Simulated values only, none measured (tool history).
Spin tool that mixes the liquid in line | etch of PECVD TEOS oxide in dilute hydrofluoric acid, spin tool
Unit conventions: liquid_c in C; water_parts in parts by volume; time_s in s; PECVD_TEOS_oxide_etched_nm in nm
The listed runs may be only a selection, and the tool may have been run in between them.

{"run": 1, "hour": 0.0, "liquid_c": 21, "water_parts": 140, "time_s": 145, "PECVD_TEOS_oxide_etched_nm": 14.376}
{"run": 2, "hour": 6.8, "liquid_c": 20.5, "water_parts": 145, "time_s": 145, "PECVD_TEOS_oxide_etched_nm": 13.369}
{"run": 3, "hour": 12.2, "liquid_c": 17.5, "water_parts": 145, "time_s": 145, "PECVD_TEOS_oxide_etched_nm": 11.963}
{"run": 4, "hour": 20.4, "liquid_c": 17, "water_parts": 145, "time_s": 145, "PECVD_TEOS_oxide_etched_nm": 11.602}
{"run": 5, "hour": 21.1, "liquid_c": 17, "water_parts": 120, "time_s": 145, "PECVD_TEOS_oxide_etched_nm": 14.65}
{"run": 6, "hour": 28.5, "liquid_c": 17, "water_parts": 130, "time_s": 145, "PECVD_TEOS_oxide_etched_nm": 13.132}
{"run": 7, "hour": 35.6, "liquid_c": 17, "water_parts": 135, "time_s": 145, "PECVD_TEOS_oxide_etched_nm": 12.847}
{"run": 8, "hour": 41.3, "liquid_c": 17, "water_parts": 140, "time_s": 145, "PECVD_TEOS_oxide_etched_nm": 12.043}
{"run": 9, "hour": 42.3, "liquid_c": 17, "water_parts": 145, "time_s": 145, "PECVD_TEOS_oxide_etched_nm": 11.775}

What will run 10 give?
{"run": 10, "hour": 43.0, "liquid_c": 17, "water_parts": 200, "time_s": 145, "PECVD_TEOS_oxide_etched_nm": "?"}

Run 10 measured PECVD_TEOS_oxide_etched_nm 8.149 nm.
